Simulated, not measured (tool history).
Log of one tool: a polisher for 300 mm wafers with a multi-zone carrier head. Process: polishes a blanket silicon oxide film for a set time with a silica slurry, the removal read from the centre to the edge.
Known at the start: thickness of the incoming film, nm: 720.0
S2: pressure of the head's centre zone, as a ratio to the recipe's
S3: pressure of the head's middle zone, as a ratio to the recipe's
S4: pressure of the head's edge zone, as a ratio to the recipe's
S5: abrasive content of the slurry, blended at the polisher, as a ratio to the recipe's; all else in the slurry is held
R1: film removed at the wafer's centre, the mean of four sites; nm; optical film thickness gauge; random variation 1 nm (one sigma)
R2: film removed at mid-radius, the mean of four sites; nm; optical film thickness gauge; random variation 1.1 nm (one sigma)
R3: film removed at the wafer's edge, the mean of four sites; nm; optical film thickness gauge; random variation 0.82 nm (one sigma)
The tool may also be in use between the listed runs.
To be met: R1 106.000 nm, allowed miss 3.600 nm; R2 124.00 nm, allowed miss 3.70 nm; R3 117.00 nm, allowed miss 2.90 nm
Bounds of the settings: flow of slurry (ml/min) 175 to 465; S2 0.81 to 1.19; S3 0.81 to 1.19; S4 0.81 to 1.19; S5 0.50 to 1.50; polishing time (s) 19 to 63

{"run": 1, "hour": 0.0, "flow of slurry (ml/min)": 295, "S2": 1.0, "S3": 1.0, "S4": 1.0, "S5": 1.0, "polishing time (s)": 41, "R1": 151.48, "R2": 148.89, "R3": 143.73}
{"run": 2, "hour": 8.1, "flow of slurry (ml/min)": 365, "S2": 1.0, "S3": 1.0, "S4": 1.0, "S5": 1.0, "polishing time (s)": 41, "R1": 154.26, "R2": 151.86, "R3": 147.76}
{"run": 3, "hour": 16.5, "flow of slurry (ml/min)": 345, "S2": 0.94, "S3": 0.99, "S4": 0.96, "S5": 0.9, "polishing time (s)": 41, "R1": 136.46, "R2": 142.26, "R3": 137.75}
{"run": 4, "hour": 19.6, "flow of slurry (ml/min)": 325, "S2": 0.9, "S3": 0.98, "S4": 0.92, "S5": 0.85, "polishing time (s)": 41, "R1": 126.63, "R2": 137.84, "R3": 130.2}
{"run": 5, "hour": 26.0, "flow of slurry (ml/min)": 325, "S2": 0.9, "S3": 0.98, "S4": 0.92, "S5": 1.0, "polishing time (s)": 41, "R1": 136.43, "R2": 146.5, "R3": 140.53}
{"run": 6, "hour": 34.3, "flow of slurry (ml/min)": 325, "S2": 0.9, "S3": 0.98, "S4": 0.92, "S5": 1.0, "polishing time (s)": 34, "R1": 112.19, "R2": 121.93, "R3": 116.51}
{"run": 7, "hour": 40.1, "flow of slurry (ml/min)": 325, "S2": 0.88, "S3": 0.99, "S4": 0.92, "S5": 1.0, "polishing time (s)": 34, "R1": 111.1, "R2": 121.48, "R3": 116.5}
{"run": 8, "hour": 41.2, "flow of slurry (ml/min)": 325, "S2": 0.88, "S3": 0.99, "S4": 0.92, "S5": 1.0, "polishing time (s)": 34, "R1": 109.14, "R2": 122.67, "R3": 117.09}
{"run": 9, "hour": 48.6, "flow of slurry (ml/min)": 325, "S2": 0.87, "S3": 1.0, "S4": 0.92, "S5": 1.0, "polishing time (s)": 34, "R1": 108.59, "R2": 123.39, "R3": 116.02}

4 next moves are on the table. One of them brings every result within its allowed miss. Which?
{"run": "A", "hour": 56.0, "flow of slurry (ml/min)": 330, "S2": 0.9, "S3": 0.97, "S4": 0.9, "S5": 1.0, "polishing time (s)": 34, "R1": "?", "R2": "?", "R3": "?"}
{"run": "B", "hour": 56.0, "flow of slurry (ml/min)": 310, "S2": 0.83, "S3": 0.98, "S4": 0.91, "S5": 1.05, "polishing time (s)": 34, "R1": "?", "R2": "?", "R3": "?"}
{"run": "C", "hour": 56.0, "flow of slurry (ml/min)": 325, "S2": 0.82, "S3": 1.04, "S4": 1.02, "S5": 1.0, "polishing time (s)": 33, "R1": "?", "R2": "?", "R3": "?"}
{"run": "D", "hour": 56.0, "flow of slurry (ml/min)": 340, "S2": 0.9, "S3": 0.98, "S4": 0.85, "S5": 1.1, "polishing time (s)": 33, "R1": "?", "R2": "?", "R3": "?"}

move=A R1=111.730 R2=121.33 R3=114.63
move=B R1=104.430 R2=124.14 R3=116.97
move=C R1=98.713 R2=124.75 R3=117.80
move=D R1=113.090 R2=123.84 R3=112.93
A: further off than the last run
B: meets every target
C: takes the result that was furthest off past its target
D: further off than the last run
Move B is the one to make.
